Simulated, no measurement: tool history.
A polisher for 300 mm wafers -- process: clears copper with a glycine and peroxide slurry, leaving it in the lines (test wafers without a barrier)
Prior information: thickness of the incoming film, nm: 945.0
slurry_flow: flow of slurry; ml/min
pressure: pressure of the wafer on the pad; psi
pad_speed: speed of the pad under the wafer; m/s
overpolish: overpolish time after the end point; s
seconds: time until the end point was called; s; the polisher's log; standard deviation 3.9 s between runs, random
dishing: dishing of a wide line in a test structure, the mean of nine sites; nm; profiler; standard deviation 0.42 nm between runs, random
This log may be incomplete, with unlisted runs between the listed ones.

run 1 hour=0.0 | slurry_flow=205 pressure=2.7 pad_speed=1.16 overpolish=24 | seconds=172.13 dishing=80.897
run 2 hour=6.0 | slurry_flow=185 pressure=2.3 pad_speed=1.16 overpolish=20 | seconds=199.88 dishing=62.671
run 3 hour=13.0 | slurry_flow=185 pressure=1.8 pad_speed=1.16 overpolish=20 | seconds=240.30 dishing=52.592
run 4 hour=14.5 | slurry_flow=220 pressure=1.8 pad_speed=1.16 overpolish=20 | seconds=237.88 dishing=51.929
run 5 hour=23.2 | slurry_flow=250 pressure=1.8 pad_speed=1.16 overpolish=20 | seconds=230.15 dishing=51.895
run 6 hour=31.6 | slurry_flow=265 pressure=1.7 pad_speed=1.16 overpolish=17 | seconds=239.16 dishing=45.084
run 7 hour=33.1 | slurry_flow=280 pressure=1.6 pad_speed=1.18 overpolish=14 | seconds=248.10 dishing=37.646
run 8 hour=37.3 | slurry_flow=290 pressure=1.5 pad_speed=1.22 overpolish=12 | seconds=255.61 dishing=31.904
run 9 hour=42.9 | slurry_flow=290 pressure=1.5 pad_speed=1.22 overpolish=12 | seconds=258.57 dishing=32.017

Run 10, settings as shown, results not yet in. Your forecast:
run 10 hour=45.0 | slurry_flow=295 pressure=1.4 pad_speed=1.32 overpolish=11 | seconds=? dishing=?

Logged for run 10: seconds 261.54 s, dishing 30.268 nm.

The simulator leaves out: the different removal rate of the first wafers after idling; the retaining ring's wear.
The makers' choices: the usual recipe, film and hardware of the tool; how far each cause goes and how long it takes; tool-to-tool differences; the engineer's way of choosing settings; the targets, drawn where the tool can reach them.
